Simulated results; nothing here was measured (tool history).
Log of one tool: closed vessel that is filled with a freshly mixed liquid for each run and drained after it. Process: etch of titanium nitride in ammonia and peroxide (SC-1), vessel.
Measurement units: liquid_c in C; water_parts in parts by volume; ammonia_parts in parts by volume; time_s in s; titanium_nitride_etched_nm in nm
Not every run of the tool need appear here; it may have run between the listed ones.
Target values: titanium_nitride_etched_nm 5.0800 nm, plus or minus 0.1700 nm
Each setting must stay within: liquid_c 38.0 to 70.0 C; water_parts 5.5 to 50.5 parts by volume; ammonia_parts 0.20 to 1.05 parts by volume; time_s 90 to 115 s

{"run": 1, "hour": 0.0, "liquid_c": 54.0, "water_parts": 28.0, "ammonia_parts": 0.55, "time_s": 115, "titanium_nitride_etched_nm": 2.5887}
{"run": 2, "hour": 5.7, "liquid_c": 54.0, "water_parts": 28.0, "ammonia_parts": 0.55, "time_s": 90, "titanium_nitride_etched_nm": 2.0091}
{"run": 3, "hour": 10.4, "liquid_c": 58.0, "water_parts": 28.0, "ammonia_parts": 0.55, "time_s": 90, "titanium_nitride_etched_nm": 2.6934}
{"run": 4, "hour": 13.7, "liquid_c": 58.0, "water_parts": 28.0, "ammonia_parts": 0.45, "time_s": 90, "titanium_nitride_etched_nm": 2.5355}
{"run": 5, "hour": 18.5, "liquid_c": 51.5, "water_parts": 28.0, "ammonia_parts": 0.45, "time_s": 90, "titanium_nitride_etched_nm": 1.6497}
{"run": 6, "hour": 21.4, "liquid_c": 45.0, "water_parts": 28.0, "ammonia_parts": 0.45, "time_s": 90, "titanium_nitride_etched_nm": 1.0265}
{"run": 7, "hour": 23.0, "liquid_c": 51.5, "water_parts": 28.0, "ammonia_parts": 0.45, "time_s": 90, "titanium_nitride_etched_nm": 1.6682}
{"run": 8, "hour": 30.2, "liquid_c": 56.0, "water_parts": 28.0, "ammonia_parts": 0.45, "time_s": 90, "titanium_nitride_etched_nm": 2.1913}
{"run": 9, "hour": 38.4, "liquid_c": 59.5, "water_parts": 28.0, "ammonia_parts": 0.45, "time_s": 90, "titanium_nitride_etched_nm": 2.8403}
{"run": 10, "hour": 40.5, "liquid_c": 62.0, "water_parts": 28.0, "ammonia_parts": 0.45, "time_s": 90, "titanium_nitride_etched_nm": 3.3434}
{"run": 11, "hour": 45.8, "liquid_c": 69.5, "water_parts": 27.5, "ammonia_parts": 0.45, "time_s": 90, "titanium_nitride_etched_nm": 5.4835}
{"run": 12, "hour": 53.7, "liquid_c": 69.0, "water_parts": 27.5, "ammonia_parts": 0.45, "time_s": 90, "titanium_nitride_etched_nm": 5.3269}

Exercise: of the 4 proposed moves below, exactly one satisfies all targets within the stated allowed misses. Which move is it?
{"run": "A", "hour": 61.6, "liquid_c": 68.5, "water_parts": 26.0, "ammonia_parts": 0.4, "time_s": 95, "titanium_nitride_etched_nm": "?"}
{"run": "B", "hour": 61.6, "liquid_c": 65.5, "water_parts": 18.0, "ammonia_parts": 0.35, "time_s": 90, "titanium_nitride_etched_nm": "?"}
{"run": "C", "hour": 61.6, "liquid_c": 70.0, "water_parts": 32.5, "ammonia_parts": 0.7, "time_s": 90, "titanium_nitride_etched_nm": "?"}
{"run": "D", "hour": 61.6, "liquid_c": 67.5, "water_parts": 28.5, "ammonia_parts": 0.45, "time_s": 105, "titanium_nitride_etched_nm": "?"}

move=A titanium_nitride_etched_nm=5.4456
move=B titanium_nitride_etched_nm=5.1106
move=C titanium_nitride_etched_nm=5.5518
move=D titanium_nitride_etched_nm=5.4829
A: the biggest miss grows against the last run
B: meets every target
C: the biggest miss grows against the last run
D: the biggest miss grows against the last run
B is the move that brings every result within its allowed miss.
